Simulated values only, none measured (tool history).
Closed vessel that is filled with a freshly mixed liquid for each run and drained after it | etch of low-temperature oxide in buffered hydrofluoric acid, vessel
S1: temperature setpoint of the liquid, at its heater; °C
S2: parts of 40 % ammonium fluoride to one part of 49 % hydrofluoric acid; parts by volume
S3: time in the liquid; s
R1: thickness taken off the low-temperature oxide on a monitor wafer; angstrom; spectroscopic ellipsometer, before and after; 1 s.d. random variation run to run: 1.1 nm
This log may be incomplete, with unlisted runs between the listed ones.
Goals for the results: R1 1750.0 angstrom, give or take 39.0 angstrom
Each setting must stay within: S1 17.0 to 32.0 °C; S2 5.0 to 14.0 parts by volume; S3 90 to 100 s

Run 1, day 0.000: S1 24.0 °C, S2 8.5 parts by volume, S3 90 s. Result: R1 3560.6 angstrom.
Run 2, day 0.262: S1 24.0 °C, S2 8.5 parts by volume, S3 100 s. Result: R1 3959.8 angstrom.
Run 3, day 0.604: S1 24.0 °C, S2 7.5 parts by volume, S3 100 s. Result: R1 4604.8 angstrom.
Run 4, day 0.742: S1 22.0 °C, S2 9.0 parts by volume, S3 100 s. Result: R1 3388.5 angstrom.
Run 5, day 0.800: S1 22.0 °C, S2 8.0 parts by volume, S3 100 s. Result: R1 3813.1 angstrom.
Run 6, day 0.996: S1 20.5 °C, S2 9.0 parts by volume, S3 100 s. Result: R1 3107.3 angstrom.
Run 7, day 1.262: S1 17.0 °C, S2 12.0 parts by volume, S3 100 s. Result: R1 2008.2 angstrom.
Run 8, day 1.592: S1 17.0 °C, S2 12.5 parts by volume, S3 100 s. Result: R1 1905.9 angstrom.

Below are 4 possible settings for the next run. Only one of them brings all results inside the allowed miss of their targets. Which is it?
Run A, day 1.921: S1 17.5 °C, S2 13.5 parts by volume, S3 100 s. Result: R1 ?.
Run B, day 1.921: S1 17.5 °C, S2 12.0 parts by volume, S3 95 s. Result: R1 ?.
Run C, day 1.921: S1 17.5 °C, S2 11.5 parts by volume, S3 95 s. Result: R1 ?.
Run D, day 1.921: S1 17.5 °C, S2 13.5 parts by volume, S3 95 s. Result: R1 ?.

move      R1
   A  1839.8
   B  1961.7
   C  2045.1
   D  1747.8
A: nearer the targets than the last run, but a result is still out of spec
B: misses by more than the last run did
C: misses by more than the last run did
D: meets every target
Correct choice: D, which meets every target

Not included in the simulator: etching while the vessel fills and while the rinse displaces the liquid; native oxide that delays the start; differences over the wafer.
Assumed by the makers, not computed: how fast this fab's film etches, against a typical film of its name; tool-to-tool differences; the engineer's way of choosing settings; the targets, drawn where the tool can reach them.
